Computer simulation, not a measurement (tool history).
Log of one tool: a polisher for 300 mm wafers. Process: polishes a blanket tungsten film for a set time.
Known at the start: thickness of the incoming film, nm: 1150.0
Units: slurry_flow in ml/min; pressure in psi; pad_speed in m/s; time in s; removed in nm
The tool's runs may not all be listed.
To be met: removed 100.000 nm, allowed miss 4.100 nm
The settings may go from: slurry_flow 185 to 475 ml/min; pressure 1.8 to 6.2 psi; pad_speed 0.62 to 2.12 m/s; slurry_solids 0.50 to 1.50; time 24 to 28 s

run	hour	slurry_flow	pressure	pad_speed	slurry_solids	time	removed
1	0.0	305	4.0	1.36	1.00	28	217.260
2	7.2	305	3.8	1.32	1.00	28	205.960
3	14.7	305	3.6	1.28	1.00	28	185.070
4	19.6	305	3.4	1.26	1.00	28	175.170
5	25.0	305	3.4	1.26	0.90	28	170.480
6	26.7	305	3.2	1.24	0.90	28	158.860
7	30.0	305	3.0	1.22	0.90	28	146.070
8	33.3	305	2.9	1.22	0.90	28	145.900
9	37.2	305	2.8	1.20	0.90	28	138.260
10	40.0	305	2.7	1.20	0.90	28	134.640
11	48.5	305	2.6	1.20	0.90	28	130.850

Which of these 5 next moves meets every target?
A	57.0	320	2.0	1.10	0.90	25	?
B	57.0	275	2.1	1.18	0.95	28	?
C	57.0	265	2.7	0.92	0.80	28	?
D	57.0	310	1.9	1.22	0.65	26	?
E	57.0	345	1.8	1.10	0.90	28	?

move	removed
A	89.445
B	111.130
C	100.120
D	89.998
E	93.631
A: takes the result that was furthest off past its target
B: nearer than the last run, and not there yet
C: meets every target
D: takes the result that was furthest off past its target
E: takes the result that was furthest off past its target
Answer: C
